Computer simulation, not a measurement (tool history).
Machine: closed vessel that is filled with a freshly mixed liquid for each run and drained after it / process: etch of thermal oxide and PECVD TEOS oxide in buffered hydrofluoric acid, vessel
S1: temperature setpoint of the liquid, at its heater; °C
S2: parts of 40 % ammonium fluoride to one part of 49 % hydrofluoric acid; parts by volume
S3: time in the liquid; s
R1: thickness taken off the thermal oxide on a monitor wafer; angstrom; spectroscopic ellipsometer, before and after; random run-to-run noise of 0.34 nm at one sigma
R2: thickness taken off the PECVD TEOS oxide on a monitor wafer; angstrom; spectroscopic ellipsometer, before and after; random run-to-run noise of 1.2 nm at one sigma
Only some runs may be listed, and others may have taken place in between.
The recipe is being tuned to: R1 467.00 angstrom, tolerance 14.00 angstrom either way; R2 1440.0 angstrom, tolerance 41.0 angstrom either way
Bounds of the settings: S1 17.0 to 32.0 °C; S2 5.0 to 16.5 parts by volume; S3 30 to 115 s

run 1 hour=0.0 | S1=25.0 S2=10.0 S3=60 | R1=729.34 R2=2274.0
run 2 hour=8.8 | S1=24.0 S2=10.0 S3=60 | R1=691.43 R2=2140.9
run 3 hour=16.6 | S1=24.0 S2=8.0 S3=60 | R1=840.99 R2=2600.0
run 4 hour=21.7 | S1=23.5 S2=8.5 S3=60 | R1=772.96 R2=2390.0
run 5 hour=24.7 | S1=23.0 S2=8.5 S3=60 | R1=745.84 R2=2278.2
run 6 hour=29.3 | S1=22.5 S2=8.5 S3=60 | R1=724.91 R2=2225.6
run 7 hour=33.7 | S1=22.0 S2=8.5 S3=60 | R1=712.69 R2=2159.0
run 8 hour=35.6 | S1=18.0 S2=11.0 S3=60 | R1=456.02 R2=1377.3
run 9 hour=42.6 | S1=18.0 S2=11.0 S3=60 | R1=454.46 R2=1384.0

Which single option among these 4 for the next run brings every result within its allowed miss of target? Just one does.
run A hour=49.6 | S1=17.0 S2=5.0 S3=30 | R1=? R2=?
run B hour=49.6 | S1=32.0 S2=16.5 S3=40 | R1=? R2=?
run C hour=49.6 | S1=17.0 S2=11.0 S3=65 | R1=? R2=?
run D hour=49.6 | S1=19.0 S2=10.0 S3=50 | R1=? R2=?

move=A R1=436.22 R2=1363.0
move=B R1=430.76 R2=1346.0
move=C R1=460.01 R2=1437.4
move=D R1=434.97 R2=1359.1
A: lands further from the targets than the last run did
B: lands further from the targets than the last run did
C: every result within its allowed miss
D: lands further from the targets than the last run did
The right move is C.

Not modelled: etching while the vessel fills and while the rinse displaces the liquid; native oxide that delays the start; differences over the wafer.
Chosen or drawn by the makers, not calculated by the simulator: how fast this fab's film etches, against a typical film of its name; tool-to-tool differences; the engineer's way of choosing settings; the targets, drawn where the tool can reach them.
